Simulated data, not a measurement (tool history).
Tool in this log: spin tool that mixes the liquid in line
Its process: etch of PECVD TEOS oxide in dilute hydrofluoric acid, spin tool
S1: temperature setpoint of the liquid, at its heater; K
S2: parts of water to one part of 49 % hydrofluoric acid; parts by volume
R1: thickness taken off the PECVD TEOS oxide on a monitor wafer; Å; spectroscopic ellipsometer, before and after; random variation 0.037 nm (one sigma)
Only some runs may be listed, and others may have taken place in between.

Run 1, hour 0: S1 298.15 K, S2 265 parts by volume, time under the liquid (s) 90. Result: R1 45.976 Å.
Run 2, hour 4.5: S1 300.65 K, S2 265 parts by volume, time under the liquid (s) 90. Result: R1 50.112 Å.
Run 3, hour 10.1: S1 297.15 K, S2 265 parts by volume, time under the liquid (s) 90. Result: R1 44.425 Å.
Run 4, hour 14.4: S1 297.15 K, S2 340 parts by volume, time under the liquid (s) 90. Result: R1 32.031 Å.
Run 5, hour 15.1: S1 297.15 K, S2 340 parts by volume, time under the liquid (s) 65. Result: R1 23.113 Å.
Run 6, hour 22.7: S1 297.15 K, S2 340 parts by volume, time under the liquid (s) 90. Result: R1 32.193 Å.
Run 7, hour 23.3: S1 300.15 K, S2 280 parts by volume, time under the liquid (s) 90. Result: R1 46.002 Å.
Run 8, hour 29.7: S1 302.15 K, S2 250 parts by volume, time under the liquid (s) 90. Result: R1 56.867 Å.
Run 9, hour 31.5: S1 303.65 K, S2 230 parts by volume, time under the liquid (s) 90. Result: R1 66.36 Å.

What will run 10 give?
Run 10, hour 39.8: S1 304.65 K, S2 215 parts by volume, time under the liquid (s) 90. Result: R1 ?.

Run 10 gave R1 75.078 Å.
